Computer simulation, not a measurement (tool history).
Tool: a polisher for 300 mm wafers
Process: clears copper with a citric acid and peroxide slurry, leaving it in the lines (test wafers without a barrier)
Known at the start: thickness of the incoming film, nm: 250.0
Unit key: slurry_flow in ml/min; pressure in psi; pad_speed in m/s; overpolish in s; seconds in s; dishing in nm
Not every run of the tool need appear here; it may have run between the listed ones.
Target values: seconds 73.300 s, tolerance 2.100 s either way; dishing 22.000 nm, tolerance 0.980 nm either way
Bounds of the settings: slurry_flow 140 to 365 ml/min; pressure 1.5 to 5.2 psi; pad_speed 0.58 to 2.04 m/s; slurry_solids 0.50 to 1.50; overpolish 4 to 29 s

{"run": 1, "hour": 0.0, "slurry_flow": 235, "pressure": 3.3, "pad_speed": 1.3, "slurry_solids": 1.0, "overpolish": 15, "seconds": 96.355, "dishing": 26.849}
{"run": 2, "hour": 1.8, "slurry_flow": 235, "pressure": 3.3, "pad_speed": 1.62, "slurry_solids": 1.0, "overpolish": 15, "seconds": 76.608, "dishing": 32.399}
{"run": 3, "hour": 3.1, "slurry_flow": 235, "pressure": 3.3, "pad_speed": 1.62, "slurry_solids": 1.0, "overpolish": 9, "seconds": 77.556, "dishing": 21.296}
{"run": 4, "hour": 8.6, "slurry_flow": 240, "pressure": 3.3, "pad_speed": 1.62, "slurry_solids": 1.0, "overpolish": 9, "seconds": 75.932, "dishing": 21.538}
{"run": 5, "hour": 17.5, "slurry_flow": 245, "pressure": 3.3, "pad_speed": 1.62, "slurry_solids": 1.0, "overpolish": 9, "seconds": 75.673, "dishing": 21.337}
{"run": 6, "hour": 26.2, "slurry_flow": 250, "pressure": 3.3, "pad_speed": 1.62, "slurry_solids": 1.0, "overpolish": 9, "seconds": 74.383, "dishing": 21.566}
{"run": 7, "hour": 31.4, "slurry_flow": 250, "pressure": 3.3, "pad_speed": 1.62, "slurry_solids": 1.0, "overpolish": 9, "seconds": 76.04, "dishing": 21.413}
{"run": 8, "hour": 34.4, "slurry_flow": 255, "pressure": 3.3, "pad_speed": 1.62, "slurry_solids": 1.0, "overpolish": 9, "seconds": 76.207, "dishing": 21.084}

Below are 4 possible settings for the next run. Only one of them brings all results inside the allowed miss of their targets. Which is it?
{"run": "A", "hour": 37.4, "slurry_flow": 220, "pressure": 2.9, "pad_speed": 1.94, "slurry_solids": 0.65, "overpolish": 10, "seconds": "?", "dishing": "?"}
{"run": "B", "hour": 37.4, "slurry_flow": 270, "pressure": 3.6, "pad_speed": 1.56, "slurry_solids": 0.95, "overpolish": 8, "seconds": "?", "dishing": "?"}
{"run": "C", "hour": 37.4, "slurry_flow": 200, "pressure": 3.7, "pad_speed": 1.6, "slurry_solids": 0.9, "overpolish": 9, "seconds": "?", "dishing": "?"}
{"run": "D", "hour": 37.4, "slurry_flow": 255, "pressure": 3.3, "pad_speed": 1.6, "slurry_solids": 0.95, "overpolish": 10, "seconds": "?", "dishing": "?"}

move=A seconds=82.946 dishing=21.364
move=B seconds=71.853 dishing=20.032
move=C seconds=73.103 dishing=21.861
move=D seconds=76.987 dishing=22.836
A: moves away from the targets compared with the last run
B: meets the target for the result that was furthest off, but another lies outside its allowed miss
C: meets every target
D: moves away from the targets compared with the last run
The move that meets every target is C.
